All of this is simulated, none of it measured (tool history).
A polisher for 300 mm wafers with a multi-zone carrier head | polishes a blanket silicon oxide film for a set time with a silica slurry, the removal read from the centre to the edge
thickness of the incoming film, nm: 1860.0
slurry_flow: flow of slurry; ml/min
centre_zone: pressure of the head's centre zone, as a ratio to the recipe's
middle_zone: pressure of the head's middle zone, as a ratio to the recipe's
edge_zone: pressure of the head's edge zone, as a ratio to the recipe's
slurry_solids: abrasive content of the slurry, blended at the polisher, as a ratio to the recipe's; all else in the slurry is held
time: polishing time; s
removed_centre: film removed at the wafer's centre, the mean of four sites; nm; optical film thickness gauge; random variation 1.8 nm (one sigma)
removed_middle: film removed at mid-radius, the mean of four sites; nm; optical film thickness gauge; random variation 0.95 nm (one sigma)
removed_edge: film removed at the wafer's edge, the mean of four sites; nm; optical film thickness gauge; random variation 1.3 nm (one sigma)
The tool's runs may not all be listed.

| run | hour | slurry_flow | centre_zone | middle_zone | edge_zone | slurry_solids | time | removed_centre | removed_middle | removed_edge |
|---|---|---|---|---|---|---|---|---|---|---|
| 1 | 0.0 | 145 | 1.00 | 1.00 | 1.00 | 1.00 | 54 | 152.36 | 151.93 | 149.82 |
| 2 | 4.9 | 145 | 1.00 | 1.00 | 1.00 | 1.00 | 66 | 185.03 | 184.52 | 182.59 |
| 3 | 9.4 | 115 | 1.00 | 1.00 | 1.00 | 1.00 | 66 | 177.88 | 174.93 | 178.53 |
| 4 | 10.1 | 115 | 1.00 | 1.05 | 1.00 | 1.00 | 66 | 175.19 | 182.78 | 176.33 |
| 5 | 13.1 | 115 | 1.01 | 1.03 | 0.98 | 0.90 | 66 | 168.06 | 168.94 | 166.62 |
| 6 | 14.4 | 115 | 1.01 | 1.03 | 0.98 | 0.90 | 60 | 156.56 | 154.36 | 150.88 |
| 7 | 21.4 | 115 | 1.01 | 1.03 | 0.98 | 0.90 | 60 | 151.14 | 153.56 | 149.78 |
| 8 | 28.7 | 110 | 1.02 | 1.02 | 0.96 | 0.90 | 60 | 147.91 | 151.11 | 147.18 |
| 9 | 33.2 | 110 | 1.05 | 1.00 | 0.95 | 0.85 | 60 | 152.17 | 144.02 | 141.25 |
| 10 | 36.1 | 105 | 1.06 | 0.99 | 0.95 | 0.85 | 60 | 151.26 | 139.49 | 140.09 |
| 11 | 43.0 | 105 | 1.07 | 0.99 | 0.95 | 0.85 | 60 | 149.18 | 140.75 | 141.48 |

The next listed run, before its measurement:
| 12 | 45.2 | 105 | 1.09 | 0.98 | 0.94 | 0.85 | 60 | ? | ? | ? |

removed_centre: 155.55 nm
removed_middle: 139.63 nm
removed_edge: 140.53 nm
